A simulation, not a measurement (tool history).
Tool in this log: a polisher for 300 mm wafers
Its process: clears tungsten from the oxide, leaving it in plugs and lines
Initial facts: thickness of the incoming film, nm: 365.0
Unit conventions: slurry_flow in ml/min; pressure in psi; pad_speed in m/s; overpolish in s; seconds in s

Run 1, day 0.000: slurry_flow 240 ml/min, pressure 3.2 psi, pad_speed 1.08 m/s, slurry_solids 1.0, overpolish 32 s. Result: seconds 80.584 s.
Run 2, day 0.296: slurry_flow 240 ml/min, pressure 3.2 psi, pad_speed 0.90 m/s, slurry_solids 1.0, overpolish 32 s. Result: seconds 95.574 s.
Run 3, day 0.558: slurry_flow 285 ml/min, pressure 3.2 psi, pad_speed 0.90 m/s, slurry_solids 1.0, overpolish 32 s. Result: seconds 95.019 s.
Run 4, day 0.604: slurry_flow 285 ml/min, pressure 3.2 psi, pad_speed 0.90 m/s, slurry_solids 1.0, overpolish 35 s. Result: seconds 95.045 s.
Run 5, day 0.883: slurry_flow 285 ml/min, pressure 2.8 psi, pad_speed 0.90 m/s, slurry_solids 1.0, overpolish 35 s. Result: seconds 107.560 s.
Run 6, day 1.100: slurry_flow 285 ml/min, pressure 2.5 psi, pad_speed 0.90 m/s, slurry_solids 1.0, overpolish 35 s. Result: seconds 118.840 s.
Run 7, day 1.138: slurry_flow 285 ml/min, pressure 2.3 psi, pad_speed 0.90 m/s, slurry_solids 1.0, overpolish 35 s. Result: seconds 128.090 s.
Run 8, day 1.288: slurry_flow 285 ml/min, pressure 2.2 psi, pad_speed 0.90 m/s, slurry_solids 1.0, overpolish 35 s. Result: seconds 136.770 s.
Run 9, day 1.396: slurry_flow 285 ml/min, pressure 2.1 psi, pad_speed 0.90 m/s, slurry_solids 1.0, overpolish 35 s. Result: seconds 140.720 s.

What will run 10 give?
Run 10, day 1.662: slurry_flow 285 ml/min, pressure 2.0 psi, pad_speed 0.90 m/s, slurry_solids 1.0, overpolish 35 s. Result: seconds ?.

{"run 10": {"seconds": 144.82}}

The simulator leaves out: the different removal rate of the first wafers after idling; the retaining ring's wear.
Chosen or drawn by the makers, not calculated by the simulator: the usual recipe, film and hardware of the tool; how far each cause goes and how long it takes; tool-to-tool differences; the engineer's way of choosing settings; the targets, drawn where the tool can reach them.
